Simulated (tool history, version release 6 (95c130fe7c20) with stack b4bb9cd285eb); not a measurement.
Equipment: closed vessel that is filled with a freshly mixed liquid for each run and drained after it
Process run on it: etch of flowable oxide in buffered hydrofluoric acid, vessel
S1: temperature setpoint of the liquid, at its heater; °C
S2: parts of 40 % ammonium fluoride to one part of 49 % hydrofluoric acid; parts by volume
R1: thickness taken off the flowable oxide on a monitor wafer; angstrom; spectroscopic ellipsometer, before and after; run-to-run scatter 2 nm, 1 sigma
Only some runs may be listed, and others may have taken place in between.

run 1 day=0.000 | S1=21.0 S2=16.0 time_in_the_liquid_(s)=85 | R1=1319.7
run 2 day=0.329 | S1=22.5 S2=15.0 time_in_the_liquid_(s)=85 | R1=1536.4
run 3 day=0.408 | S1=24.0 S2=14.5 time_in_the_liquid_(s)=85 | R1=1708.7
run 4 day=0.779 | S1=25.0 S2=14.0 time_in_the_liquid_(s)=85 | R1=1870.6
run 5 day=1.154 | S1=25.0 S2=14.0 time_in_the_liquid_(s)=85 | R1=1860.6
run 6 day=1.429 | S1=26.5 S2=14.0 time_in_the_liquid_(s)=85 | R1=2033.1
run 7 day=1.492 | S1=27.0 S2=13.5 time_in_the_liquid_(s)=85 | R1=2156.6

Run 8 is up next; what results do you expect?
run 8 day=1.762 | S1=27.0 S2=13.5 time_in_the_liquid_(s)=85 | R1=?

Run 8 measured R1 2160.1 angstrom.
